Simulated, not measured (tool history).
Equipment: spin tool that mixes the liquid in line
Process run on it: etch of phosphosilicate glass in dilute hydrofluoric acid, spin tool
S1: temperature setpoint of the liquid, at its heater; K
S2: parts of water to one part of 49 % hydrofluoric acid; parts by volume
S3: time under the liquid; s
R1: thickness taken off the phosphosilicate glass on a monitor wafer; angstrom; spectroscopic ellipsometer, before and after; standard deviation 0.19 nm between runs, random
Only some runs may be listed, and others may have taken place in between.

{"run": 1, "day": 0.0, "S1": 294.15, "S2": 145, "S3": 50, "R1": 163.86}
{"run": 2, "day": 0.054, "S1": 297.15, "S2": 145, "S3": 50, "R1": 183.12}
{"run": 3, "day": 0.217, "S1": 294.65, "S2": 145, "S3": 50, "R1": 165.52}
{"run": 4, "day": 0.279, "S1": 296.15, "S2": 120, "S3": 50, "R1": 220.83}
{"run": 5, "day": 0.317, "S1": 297.15, "S2": 105, "S3": 50, "R1": 268.14}
{"day": 0.508, "done": "hydrofluoric acid flow meter replaced"}
{"run": 6, "day": 0.508, "S1": 294.65, "S2": 105, "S3": 50, "R1": 272.96}
{"run": 7, "day": 0.7, "S1": 294.65, "S2": 50, "S3": 55, "R1": 675.49}

Run 8 comes next. What will it give?
{"run": 8, "day": 0.921, "S1": 290.65, "S2": 50, "S3": 55, "R1": "?"}

R1: 569.46 angstrom
